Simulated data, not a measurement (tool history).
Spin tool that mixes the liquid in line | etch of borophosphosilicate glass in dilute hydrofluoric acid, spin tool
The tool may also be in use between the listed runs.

run,day,temperature setpoint of the liquid (C),parts of water to one part of 49 % hydrofluoric acid (parts by volume),time under the liquid (s),thickness taken off the borophosphosilicate glass on a monitor wafer (Å)
1,0.000,24.0,245,15,25.004
2,0.292,24.0,190,15,34.820
3,0.650,24.0,190,15,34.789
4,0.912,24.0,230,15,27.586
5,1.096,22.0,240,15,23.906
6,1.121,20.5,245,15,22.289
7,1.221,19.5,250,15,21.262

Predict the results of run 8:
8,1.275,19.0,255,15,?

thickness taken off the borophosphosilicate glass on a monitor wafer (Å): 19.996

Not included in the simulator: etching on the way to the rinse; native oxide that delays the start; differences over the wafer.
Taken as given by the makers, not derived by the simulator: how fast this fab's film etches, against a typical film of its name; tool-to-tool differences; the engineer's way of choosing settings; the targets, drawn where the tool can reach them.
